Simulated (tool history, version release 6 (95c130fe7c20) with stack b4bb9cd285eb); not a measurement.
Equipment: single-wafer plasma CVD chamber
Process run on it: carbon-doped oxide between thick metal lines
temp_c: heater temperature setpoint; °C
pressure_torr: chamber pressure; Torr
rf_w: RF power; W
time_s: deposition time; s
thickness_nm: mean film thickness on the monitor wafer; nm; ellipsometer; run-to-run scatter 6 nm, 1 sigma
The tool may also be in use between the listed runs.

| run | day | temp_c | pressure_torr | rf_w | time_s | thickness_nm |
|---|---|---|---|---|---|---|
| 1 | 0.000 | 340 | 5.15 | 440 | 254 | 1212.8 |
| 2 | 0.175 | 342 | 4.96 | 435 | 254 | 1192.4 |
| 3 | 0.525 | 342 | 4.96 | 435 | 263 | 1232.5 |
| 4 | 0.696 | 343 | 4.76 | 430 | 263 | 1213.1 |
| 5 | 0.933 | 354 | 4.76 | 430 | 263 | 1177.9 |
| 6 | 1.300 | 355 | 4.62 | 425 | 263 | 1157.4 |
| 7 | 1.333 | 356 | 4.50 | 420 | 263 | 1142.4 |
| 8 | 1.475 | 356 | 4.41 | 415 | 263 | 1133.1 |
| 9 | 1.775 | 357 | 4.34 | 415 | 263 | 1125.1 |

Run 10 has not been measured yet. What should we expect?
| 10 | 2.092 | 357 | 4.27 | 415 | 263 | ? |

{"run 10": {"thickness_nm": 1125.3}}
